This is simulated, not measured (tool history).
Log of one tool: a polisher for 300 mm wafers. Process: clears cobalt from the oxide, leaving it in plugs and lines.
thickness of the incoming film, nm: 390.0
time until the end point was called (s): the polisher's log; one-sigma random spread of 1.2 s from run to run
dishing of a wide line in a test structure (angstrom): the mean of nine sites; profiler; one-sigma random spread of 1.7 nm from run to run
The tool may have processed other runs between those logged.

| run | hour | flow of slurry (ml/min) | pressure of the wafer on the pad (kPa) | speed of the pad under the wafer (cm/s) | overpolish time after the end point (s) | time until the end point was called (s) | dishing of a wide line in a test structure (angstrom) |
|---|---|---|---|---|---|---|---|
| 1 | 0 | 190 | 11 | 102 | 29 | 96.454 | 607.68 |
| 2 | 3.9 | 190 | 11 | 86 | 29 | 113.17 | 570.32 |
| 3 | 9.6 | 190 | 12.4 | 88 | 30 | 98.876 | 614.07 |
| 4 | 16.7 | 145 | 12.4 | 88 | 30 | 102.97 | 606.81 |
| 5 | 18.2 | 145 | 15.2 | 88 | 30 | 83.577 | 650.22 |
| 6 | 26.4 | 170 | 15.2 | 88 | 30 | 83.544 | 694.52 |
| 7 | 33.6 | 170 | 15.9 | 90 | 29 | 75.455 | 643.97 |
| 8 | 36.1 | 170 | 15.9 | 90 | 31 | 76.753 | 654.87 |
| 9 | 37.9 | 170 | 15.9 | 90 | 33 | 76.936 | 644.3 |

Run 10 is up next; what results do you expect?
| 10 | 40.5 | 150 | 16.5 | 90 | 27 | ? | ? |

{"run 10": {"time until the end point was called (s)": 77.899, "dishing of a wide line in a test structure (angstrom)": 641.1}}
